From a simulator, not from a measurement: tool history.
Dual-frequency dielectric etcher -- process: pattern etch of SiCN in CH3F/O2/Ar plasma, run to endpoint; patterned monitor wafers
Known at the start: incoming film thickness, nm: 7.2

run,day,source power (kW),bias power (kW),endpoint time (s)
1,0.000,0.350,0.101,17.789
2,0.071,0.380,0.101,17.298
3,0.221,0.390,0.103,17.058
4,0.383,0.400,0.105,16.811
5,0.496,0.410,0.107,16.502
6,0.621,0.410,0.091,17.243
7,0.946,0.420,0.093,17.103
8,1.075,0.430,0.095,16.877
9,1.238,0.440,0.097,16.282
10,1.592,0.450,0.098,16.360
11,1.904,0.460,0.099,16.195
12,1.958,0.460,0.100,16.053
13,2.188,0.460,0.100,16.043

The next listed run, before its measurement:
14,2.258,0.460,0.100,?

{"run 14": {"endpoint time (s)": 16.234}}

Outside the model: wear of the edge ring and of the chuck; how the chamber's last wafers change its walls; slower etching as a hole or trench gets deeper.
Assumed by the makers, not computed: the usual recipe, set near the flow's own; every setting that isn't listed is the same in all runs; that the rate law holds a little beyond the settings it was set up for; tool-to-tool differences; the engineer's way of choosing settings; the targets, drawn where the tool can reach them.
